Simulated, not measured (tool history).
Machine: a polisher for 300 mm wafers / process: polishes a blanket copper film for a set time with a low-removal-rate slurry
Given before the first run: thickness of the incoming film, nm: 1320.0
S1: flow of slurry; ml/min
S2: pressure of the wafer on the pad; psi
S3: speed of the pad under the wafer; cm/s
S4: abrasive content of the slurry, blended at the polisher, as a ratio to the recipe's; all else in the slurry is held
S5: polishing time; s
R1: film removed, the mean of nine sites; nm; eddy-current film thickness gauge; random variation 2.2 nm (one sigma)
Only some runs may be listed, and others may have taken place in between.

{"run": 1, "hour": 0.0, "S1": 120, "S2": 2, "S3": 114, "S4": 1, "S5": 48, "R1": 106.79}
{"run": 2, "hour": 2.4, "S1": 125, "S2": 2.2, "S3": 114, "S4": 1, "S5": 48, "R1": 118.85}
{"run": 3, "hour": 9.4, "S1": 125, "S2": 2.4, "S3": 114, "S4": 1, "S5": 48, "R1": 127.75}
{"run": 4, "hour": 12.2, "S1": 140, "S2": 2.4, "S3": 114, "S4": 1, "S5": 48, "R1": 130.07}
{"run": 5, "hour": 14.7, "S1": 140, "S2": 2.4, "S3": 114, "S4": 0.8, "S5": 48, "R1": 123.28}
{"run": 6, "hour": 22.1, "S1": 140, "S2": 2.4, "S3": 130, "S4": 0.8, "S5": 48, "R1": 135.83}
{"run": 7, "hour": 22.7, "S1": 140, "S2": 2.5, "S3": 130, "S4": 0.8, "S5": 48, "R1": 144.07}

Predict the results of run 8:
{"run": 8, "hour": 26.7, "S1": 140, "S2": 2.6, "S3": 130, "S4": 0.8, "S5": 48, "R1": "?"}

R1: 152.37 nm

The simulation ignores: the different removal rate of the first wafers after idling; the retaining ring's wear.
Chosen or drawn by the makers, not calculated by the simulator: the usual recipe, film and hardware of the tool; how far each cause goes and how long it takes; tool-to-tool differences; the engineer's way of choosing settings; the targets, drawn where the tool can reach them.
